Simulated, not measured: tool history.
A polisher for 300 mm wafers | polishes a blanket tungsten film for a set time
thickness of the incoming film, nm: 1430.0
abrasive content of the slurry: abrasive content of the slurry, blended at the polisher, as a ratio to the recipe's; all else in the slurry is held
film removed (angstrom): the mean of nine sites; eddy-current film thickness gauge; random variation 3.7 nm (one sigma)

| run | hour | flow of slurry (ml/min) | pressure of the wafer on the pad (kPa) | speed of the pad under the wafer (cm/s) | abrasive content of the slurry | polishing time (s) | film removed (angstrom) |
|---|---|---|---|---|---|---|---|
| 1 | 0 | 310 | 30.3 | 92 | 1 | 47 | 2117.4 |
| 2 | 7.3 | 310 | 25.5 | 92 | 1 | 47 | 1806.2 |
| 3 | 14.6 | 310 | 25.5 | 92 | 0.8 | 47 | 1759 |
| 4 | 20.3 | 310 | 22.1 | 92 | 0.8 | 47 | 1501.8 |
| 5 | 25 | 310 | 22.1 | 84 | 0.8 | 47 | 1439 |
| 6 | 28.1 | 310 | 22.1 | 84 | 0.6 | 47 | 1385.4 |
| 7 | 32.9 | 310 | 26.2 | 86 | 0.6 | 47 | 1651.2 |
| 8 | 38.5 | 310 | 29 | 86 | 0.6 | 47 | 1776.7 |
| 9 | 46.7 | 310 | 31.7 | 86 | 0.6 | 47 | 1975.4 |
| 10 | 51.8 | 310 | 33.8 | 86 | 0.6 | 47 | 2122.1 |

Run 11 comes next. What will it give?
| 11 | 53.2 | 310 | 35.9 | 86 | 0.6 | 47 | ? |

{"run 11": {"film removed (angstrom)": 2189.1}}

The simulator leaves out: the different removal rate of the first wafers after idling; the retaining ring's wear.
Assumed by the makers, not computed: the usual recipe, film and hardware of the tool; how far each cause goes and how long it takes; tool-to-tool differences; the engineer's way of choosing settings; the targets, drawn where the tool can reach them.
